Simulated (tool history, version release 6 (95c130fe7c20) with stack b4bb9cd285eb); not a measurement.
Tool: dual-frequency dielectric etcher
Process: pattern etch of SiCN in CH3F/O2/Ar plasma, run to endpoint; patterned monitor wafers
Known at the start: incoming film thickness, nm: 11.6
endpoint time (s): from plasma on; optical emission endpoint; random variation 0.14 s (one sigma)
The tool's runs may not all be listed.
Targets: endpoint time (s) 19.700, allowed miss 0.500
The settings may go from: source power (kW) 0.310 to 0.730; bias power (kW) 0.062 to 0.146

run,day,source power (kW),bias power (kW),endpoint time (s)
1,0.000,0.520,0.104,23.248
2,0.171,0.480,0.104,24.063
3,0.233,0.480,0.088,24.986
4,0.596,0.540,0.088,23.943
5,0.679,0.540,0.069,25.767
6,0.954,0.590,0.080,23.742
7,1.079,0.630,0.087,22.511
8,1.421,0.660,0.092,21.530
9,1.588,0.660,0.092,21.636
10,1.775,0.680,0.095,21.235
11,1.900,0.690,0.099,20.374
12,1.938,0.700,0.099,20.741
13,2.242,0.700,0.099,20.517
14,2.458,0.710,0.101,20.521

5 next moves are on the table. One of them brings every result within its allowed miss. Which?
A,2.675,0.580,0.106,?
B,2.675,0.730,0.105,?
C,2.675,0.640,0.092,?
D,2.675,0.650,0.100,?
E,2.675,0.640,0.099,?

move,endpoint time (s)
A,21.579
B,19.669
C,21.724
D,20.986
E,21.195
A: further off than the last run
B: meets every target
C: further off than the last run
D: further off than the last run
E: further off than the last run
Move B is the one to make.
